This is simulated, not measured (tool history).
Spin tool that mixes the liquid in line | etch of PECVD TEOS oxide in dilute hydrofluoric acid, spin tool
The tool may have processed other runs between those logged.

| run | hour | temperature setpoint of the liquid (K) | parts of water to one part of 49 % hydrofluoric acid (parts by volume) | time under the liquid (s) | thickness taken off the PECVD TEOS oxide on a monitor wafer (Å) |
|---|---|---|---|---|---|
| 1 | 0 | 297.15 | 105 | 265 | 267.33 |
| 2 | 9 | 297.15 | 105 | 265 | 268.7 |
| 3 | 17.2 | 295.65 | 105 | 265 | 251.31 |
| 4 | 17.8 | 295.65 | 105 | 265 | 250.51 |
| 5 | 20 | 294.65 | 105 | 265 | 242.52 |
| 6 | 28.1 | 296.65 | 105 | 265 | 265.3 |

Predict the results of run 7:
| 7 | 34.7 | 295.65 | 105 | 265 | ? |

{"run 7": {"thickness taken off the PECVD TEOS oxide on a monitor wafer (Å)": 252.42}}

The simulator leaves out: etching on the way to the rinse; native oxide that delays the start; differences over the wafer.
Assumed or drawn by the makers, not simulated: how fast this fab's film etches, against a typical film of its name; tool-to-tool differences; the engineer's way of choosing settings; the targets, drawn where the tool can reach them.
